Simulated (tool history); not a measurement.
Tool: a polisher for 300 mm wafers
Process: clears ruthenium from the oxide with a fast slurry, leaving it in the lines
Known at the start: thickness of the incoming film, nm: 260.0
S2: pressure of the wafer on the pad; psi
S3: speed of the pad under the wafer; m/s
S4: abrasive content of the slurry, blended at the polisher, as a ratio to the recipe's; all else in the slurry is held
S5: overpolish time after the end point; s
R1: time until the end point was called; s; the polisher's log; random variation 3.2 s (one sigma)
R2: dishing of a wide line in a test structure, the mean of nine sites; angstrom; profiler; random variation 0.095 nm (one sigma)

{"run": 1, "day": 0.0, "flow of slurry (ml/min)": 290, "S2": 2, "S3": 0.9, "S4": 1, "S5": 14, "R1": 84.947, "R2": 325.11}
{"run": 2, "day": 0.038, "flow of slurry (ml/min)": 290, "S2": 1.8, "S3": 0.9, "S4": 1, "S5": 14, "R1": 92.482, "R2": 304.36}
{"run": 3, "day": 0.317, "flow of slurry (ml/min)": 290, "S2": 2.1, "S3": 0.9, "S4": 1, "S5": 14, "R1": 85.226, "R2": 332.26}
{"run": 4, "day": 0.388, "flow of slurry (ml/min)": 290, "S2": 2.1, "S3": 0.8, "S4": 1, "S5": 14, "R1": 95.374, "R2": 302.36}
{"run": 5, "day": 0.492, "flow of slurry (ml/min)": 290, "S2": 2.1, "S3": 0.94, "S4": 1, "S5": 14, "R1": 82.192, "R2": 352.46}
{"run": 6, "day": 0.796, "flow of slurry (ml/min)": 360, "S2": 2.1, "S3": 0.94, "S4": 1, "S5": 14, "R1": 78.103, "R2": 352.67}
{"run": 7, "day": 1.117, "flow of slurry (ml/min)": 375, "S2": 2, "S3": 0.88, "S4": 0.95, "S5": 12, "R1": 88.692, "R2": 274.94}
{"run": 8, "day": 1.362, "flow of slurry (ml/min)": 385, "S2": 1.9, "S3": 0.82, "S4": 0.95, "S5": 11, "R1": 96.95, "R2": 235.39}
{"run": 9, "day": 1.408, "flow of slurry (ml/min)": 395, "S2": 1.8, "S3": 0.78, "S4": 0.95, "S5": 10, "R1": 108.24, "R2": 198.41}
{"run": 10, "day": 1.662, "flow of slurry (ml/min)": 440, "S2": 1.4, "S3": 0.52, "S4": 0.95, "S5": 4, "R1": 179.55, "R2": 46.483}
{"run": 11, "day": 1.7, "flow of slurry (ml/min)": 435, "S2": 1.5, "S3": 0.52, "S4": 0.9, "S5": 4, "R1": 181.68, "R2": 48.922}
{"run": 12, "day": 1.904, "flow of slurry (ml/min)": 430, "S2": 1.6, "S3": 0.52, "S4": 0.85, "S5": 4, "R1": 182.92, "R2": 49.676}

Run 13 comes next. What will it give?
{"run": 13, "day": 2.154, "flow of slurry (ml/min)": 420, "S2": 1.7, "S3": 0.52, "S4": 0.85, "S5": 4, "R1": "?", "R2": "?"}

R1: 166.63 s
R2: 51.311 angstrom
